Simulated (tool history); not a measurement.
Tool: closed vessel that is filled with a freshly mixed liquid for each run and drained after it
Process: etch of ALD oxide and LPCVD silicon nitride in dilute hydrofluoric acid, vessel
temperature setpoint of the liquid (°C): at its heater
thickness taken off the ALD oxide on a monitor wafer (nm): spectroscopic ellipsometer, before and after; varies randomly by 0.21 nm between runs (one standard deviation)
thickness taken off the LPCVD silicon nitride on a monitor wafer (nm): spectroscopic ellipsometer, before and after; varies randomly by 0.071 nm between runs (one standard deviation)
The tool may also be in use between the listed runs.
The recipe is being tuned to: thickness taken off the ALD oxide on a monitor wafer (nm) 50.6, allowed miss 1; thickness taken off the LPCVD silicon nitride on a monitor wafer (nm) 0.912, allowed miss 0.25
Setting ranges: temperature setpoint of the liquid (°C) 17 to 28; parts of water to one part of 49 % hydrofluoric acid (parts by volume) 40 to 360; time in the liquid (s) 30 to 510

run  hour  temperature setpoint of the liquid (°C)  parts of water to one part of 49 % hydrofluoric acid (parts by volume)  time in the liquid (s)  thickness taken off the ALD oxide on a monitor wafer (nm)  thickness taken off the LPCVD silicon nitride on a monitor wafer (nm)
  1     0                                       20                                                                     200                     260                                                     28.343                                                                0.43326
  2     6                                       22                                                                     190                     260                                                     32.416                                                                0.63685
  3  14.8                                       22                                                                     190                     210                                                     26.313                                                                0.45227
  4  17.7                                       23                                                                     165                     210                                                     32.188                                                                0.54198
  5  20.8                                       23                                                                     210                     210                                                      24.06                                                                  0.433
  6  26.8                                       24                                                                     185                     210                                                     29.187                                                                 0.5013
  7  32.3                                       25                                                                     170                     210                                                      33.57                                                                0.66927
  8  40.8                                     25.5                                                                     155                     210                                                     37.911                                                                0.64443
  9  48.5                                       26                                                                     150                     210                                                     40.097                                                                0.83902
 10  50.2                                       26                                                                     140                     210                                                      43.57                                                                0.72735
 11    58                                     26.5                                                                     140                     210                                                     44.272                                                                0.88377
 12  60.8                                     26.5                                                                     135                     210                                                      46.73                                                                0.89991
 13  66.6                                       28                                                                     125                     210                                                     53.946                                                                 1.0283

Next run, 4 choices. One meets every target within its allowed miss, the rest don't. Which?
  A  72.4                                       22                                                                     150                     320                                                          ?                                                                      ?
  B  72.4                                     24.5                                                                      95                     175                                                          ?                                                                      ?
  C  72.4                                     26.5                                                                     125                     230                                                          ?                                                                      ?
  D  72.4                                       26                                                                     100                     165                                                          ?                                                                      ?

move  thickness taken off the ALD oxide on a monitor wafer (nm)  thickness taken off the LPCVD silicon nitride on a monitor wafer (nm)
   A                                                     53.033                                                                 1.0276
   B                                                     53.869                                                                  1.039
   C                                                     56.002                                                                 1.1838
   D                                                     50.853                                                                 1.0269
A: nearer than the last run, and not there yet
B: no better and no worse than the last run
C: its largest miss is bigger than the last run's
D: every result lands within tolerance
Answer: D
